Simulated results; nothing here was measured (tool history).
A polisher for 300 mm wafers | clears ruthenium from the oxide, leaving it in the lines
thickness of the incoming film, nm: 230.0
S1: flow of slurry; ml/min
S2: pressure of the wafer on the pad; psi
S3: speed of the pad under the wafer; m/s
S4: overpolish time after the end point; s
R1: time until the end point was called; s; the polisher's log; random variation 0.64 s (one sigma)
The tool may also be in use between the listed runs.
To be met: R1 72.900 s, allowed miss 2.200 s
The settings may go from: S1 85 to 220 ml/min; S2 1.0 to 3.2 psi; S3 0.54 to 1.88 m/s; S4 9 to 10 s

run 1 hour=0.0 | S1=140 S2=2.1 S3=1.20 S4=10 | R1=132.830
run 2 hour=2.6 | S1=140 S2=2.1 S3=1.36 S4=10 | R1=119.110
run 3 hour=3.1 | S1=140 S2=2.1 S3=1.36 S4=10 | R1=117.280
run 4 hour=6.6 | S1=150 S2=2.4 S3=1.36 S4=10 | R1=103.030
run 5 hour=9.9 | S1=150 S2=2.4 S3=1.36 S4=10 | R1=101.650
run 6 hour=15.9 | S1=160 S2=2.6 S3=1.36 S4=10 | R1=93.187
run 7 hour=18.8 | S1=165 S2=2.8 S3=1.36 S4=10 | R1=86.081
run 8 hour=26.9 | S1=170 S2=2.9 S3=1.36 S4=10 | R1=82.184
run 9 hour=31.6 | S1=170 S2=3.0 S3=1.36 S4=10 | R1=80.713
run 10 hour=40.1 | S1=175 S2=3.1 S3=1.36 S4=10 | R1=77.048
run 11 hour=44.5 | S1=180 S2=3.1 S3=1.36 S4=10 | R1=76.444

5 next moves are on the table. One of them brings every result within its allowed miss. Which?
run A hour=48.9 | S1=165 S2=3.0 S3=1.40 S4=9 | R1=?
run B hour=48.9 | S1=210 S2=2.8 S3=1.40 S4=10 | R1=?
run C hour=48.9 | S1=195 S2=2.7 S3=1.50 S4=10 | R1=?
run D hour=48.9 | S1=160 S2=3.1 S3=1.34 S4=10 | R1=?
run E hour=48.9 | S1=220 S2=3.0 S3=1.46 S4=10 | R1=?

move=A R1=77.490
move=B R1=79.996
move=C R1=78.275
move=D R1=78.724
move=E R1=71.359
A: further off than the last run
B: further off than the last run
C: further off than the last run
D: further off than the last run
E: meets every target
Move E is the one to make.
